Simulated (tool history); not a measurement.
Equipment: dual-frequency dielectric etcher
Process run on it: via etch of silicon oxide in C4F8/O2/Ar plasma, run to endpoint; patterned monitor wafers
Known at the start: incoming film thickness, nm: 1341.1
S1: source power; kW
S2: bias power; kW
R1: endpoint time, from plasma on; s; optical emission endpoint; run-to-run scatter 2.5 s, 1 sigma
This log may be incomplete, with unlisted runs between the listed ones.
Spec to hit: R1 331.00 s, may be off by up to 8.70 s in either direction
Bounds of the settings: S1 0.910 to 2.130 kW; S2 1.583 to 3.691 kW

{"run": 1, "hour": 0.0, "S1": 1.52, "S2": 2.637, "R1": 277.29}
{"run": 2, "hour": 6.7, "S1": 1.52, "S2": 3.012, "R1": 270.93}
{"run": 3, "hour": 15.1, "S1": 1.52, "S2": 2.762, "R1": 275.58}
{"run": 4, "hour": 20.0, "S1": 1.45, "S2": 2.704, "R1": 282.71}
{"run": 5, "hour": 24.3, "S1": 1.45, "S2": 3.07, "R1": 273.62}
{"run": 6, "hour": 30.4, "S1": 1.38, "S2": 2.997, "R1": 277.48}
{"run": 7, "hour": 31.7, "S1": 1.32, "S2": 2.874, "R1": 293.28}
{"run": 8, "hour": 40.3, "S1": 1.28, "S2": 2.858, "R1": 294.9}
{"run": 9, "hour": 47.5, "S1": 1.24, "S2": 2.838, "R1": 299.17}
{"run": 10, "hour": 49.0, "S1": 0.94, "S2": 2.566, "R1": 340.5}
{"run": 11, "hour": 54.0, "S1": 0.95, "S2": 2.571, "R1": 342.24}

Of the 5 settings listed for the next run, only one would bring every result within its allowed miss of target. Which one?
{"run": "A", "hour": 59.0, "S1": 1.03, "S2": 1.869, "R1": "?"}
{"run": "B", "hour": 59.0, "S1": 0.91, "S2": 2.286, "R1": "?"}
{"run": "C", "hour": 59.0, "S1": 0.97, "S2": 1.944, "R1": "?"}
{"run": "D", "hour": 59.0, "S1": 1.15, "S2": 1.962, "R1": "?"}
{"run": "E", "hour": 59.0, "S1": 0.91, "S2": 2.341, "R1": "?"}

move=A R1=345.82
move=B R1=351.71
move=C R1=352.43
move=D R1=327.26
move=E R1=350.11
A: the biggest miss grows against the last run
B: the biggest miss grows against the last run
C: the biggest miss grows against the last run
D: every result within its allowed miss
E: the biggest miss grows against the last run
Correct choice: D, which meets every target
